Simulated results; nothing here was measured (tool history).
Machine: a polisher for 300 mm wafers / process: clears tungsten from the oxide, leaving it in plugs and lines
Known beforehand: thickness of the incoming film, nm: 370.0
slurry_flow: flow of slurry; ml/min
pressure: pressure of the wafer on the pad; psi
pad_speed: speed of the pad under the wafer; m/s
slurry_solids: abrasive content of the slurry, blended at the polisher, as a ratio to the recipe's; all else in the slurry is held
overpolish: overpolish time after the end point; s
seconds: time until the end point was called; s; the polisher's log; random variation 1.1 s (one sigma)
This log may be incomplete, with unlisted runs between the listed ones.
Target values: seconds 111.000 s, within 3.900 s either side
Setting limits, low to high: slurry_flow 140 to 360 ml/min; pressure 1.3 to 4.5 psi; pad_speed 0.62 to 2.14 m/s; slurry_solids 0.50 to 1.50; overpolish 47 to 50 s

run 1 day=0.000 | slurry_flow=230 pressure=2.9 pad_speed=1.38 slurry_solids=1.00 overpolish=47 | seconds=80.974
run 2 day=0.029 | slurry_flow=230 pressure=2.6 pad_speed=1.38 slurry_solids=1.00 overpolish=47 | seconds=87.248
run 3 day=0.167 | slurry_flow=205 pressure=2.6 pad_speed=1.38 slurry_solids=1.00 overpolish=47 | seconds=88.497
run 4 day=0.471 | slurry_flow=205 pressure=2.6 pad_speed=1.64 slurry_solids=1.00 overpolish=47 | seconds=73.433
run 5 day=0.592 | slurry_flow=260 pressure=2.6 pad_speed=1.64 slurry_solids=1.00 overpolish=47 | seconds=71.518
run 6 day=0.629 | slurry_flow=260 pressure=3.1 pad_speed=1.64 slurry_solids=1.00 overpolish=47 | seconds=64.134
run 7 day=0.933 | slurry_flow=260 pressure=3.1 pad_speed=1.64 slurry_solids=1.00 overpolish=47 | seconds=64.080
run 8 day=1.046 | slurry_flow=260 pressure=2.5 pad_speed=1.58 slurry_solids=1.00 overpolish=47 | seconds=76.411
run 9 day=1.129 | slurry_flow=260 pressure=2.1 pad_speed=1.54 slurry_solids=1.00 overpolish=47 | seconds=85.259
run 10 day=1.479 | slurry_flow=255 pressure=1.8 pad_speed=1.50 slurry_solids=1.00 overpolish=47 | seconds=94.615
run 11 day=1.700 | slurry_flow=250 pressure=1.6 pad_speed=1.48 slurry_solids=1.00 overpolish=47 | seconds=102.920
run 12 day=1.900 | slurry_flow=250 pressure=1.6 pad_speed=1.48 slurry_solids=1.00 overpolish=47 | seconds=103.040
run 13 day=1.925 | slurry_flow=245 pressure=1.5 pad_speed=1.48 slurry_solids=1.00 overpolish=47 | seconds=104.840

5 candidate next runs follow, results not yet known. Just one meets every target within its allowed miss. Identify it.
run A day=1.950 | slurry_flow=235 pressure=1.8 pad_speed=1.60 slurry_solids=0.75 overpolish=50 | seconds=?
run B day=1.950 | slurry_flow=300 pressure=1.8 pad_speed=1.34 slurry_solids=0.85 overpolish=47 | seconds=?
run C day=1.950 | slurry_flow=245 pressure=1.4 pad_speed=1.62 slurry_solids=1.05 overpolish=48 | seconds=?
run D day=1.950 | slurry_flow=205 pressure=2.0 pad_speed=1.40 slurry_solids=1.05 overpolish=47 | seconds=?
run E day=1.950 | slurry_flow=230 pressure=2.0 pad_speed=1.40 slurry_solids=0.90 overpolish=47 | seconds=?

move=A seconds=96.884
move=B seconds=108.090
move=C seconds=96.828
move=D seconds=96.802
move=E seconds=99.581
A: misses by more than the last run did
B: in spec on every target
C: misses by more than the last run did
D: misses by more than the last run did
E: misses by more than the last run did
Correct choice: B, which meets every target
